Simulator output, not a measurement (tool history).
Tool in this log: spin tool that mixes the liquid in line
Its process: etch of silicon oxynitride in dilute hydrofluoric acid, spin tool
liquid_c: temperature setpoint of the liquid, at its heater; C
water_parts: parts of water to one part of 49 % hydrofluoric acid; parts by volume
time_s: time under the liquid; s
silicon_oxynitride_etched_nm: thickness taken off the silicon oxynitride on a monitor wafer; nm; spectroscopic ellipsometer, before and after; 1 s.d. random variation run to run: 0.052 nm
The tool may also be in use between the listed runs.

run 1 hour=0.0 | liquid_c=26.0 water_parts=150 time_s=100 | silicon_oxynitride_etched_nm=1.17520
run 2 hour=5.3 | liquid_c=26.0 water_parts=180 time_s=100 | silicon_oxynitride_etched_nm=0.94389
run 3 hour=12.8 | liquid_c=27.0 water_parts=160 time_s=100 | silicon_oxynitride_etched_nm=1.09510
run 4 hour=17.5 | liquid_c=24.5 water_parts=160 time_s=100 | silicon_oxynitride_etched_nm=0.98110
run 5 hour=25.5 | liquid_c=24.5 water_parts=160 time_s=80 | silicon_oxynitride_etched_nm=0.78396
run 6 hour=31.9 | liquid_c=26.0 water_parts=145 time_s=80 | silicon_oxynitride_etched_nm=0.95409
-- hour=35.0 hydrofluoric acid flow meter replaced
run 7 hour=35.0 | liquid_c=27.0 water_parts=125 time_s=80 | silicon_oxynitride_etched_nm=1.08340

Run 8 is up next; what results do you expect?
run 8 hour=41.5 | liquid_c=28.0 water_parts=105 time_s=85 | silicon_oxynitride_etched_nm=?

For run 8 the tool returned silicon_oxynitride_etched_nm 1.46150 nm.

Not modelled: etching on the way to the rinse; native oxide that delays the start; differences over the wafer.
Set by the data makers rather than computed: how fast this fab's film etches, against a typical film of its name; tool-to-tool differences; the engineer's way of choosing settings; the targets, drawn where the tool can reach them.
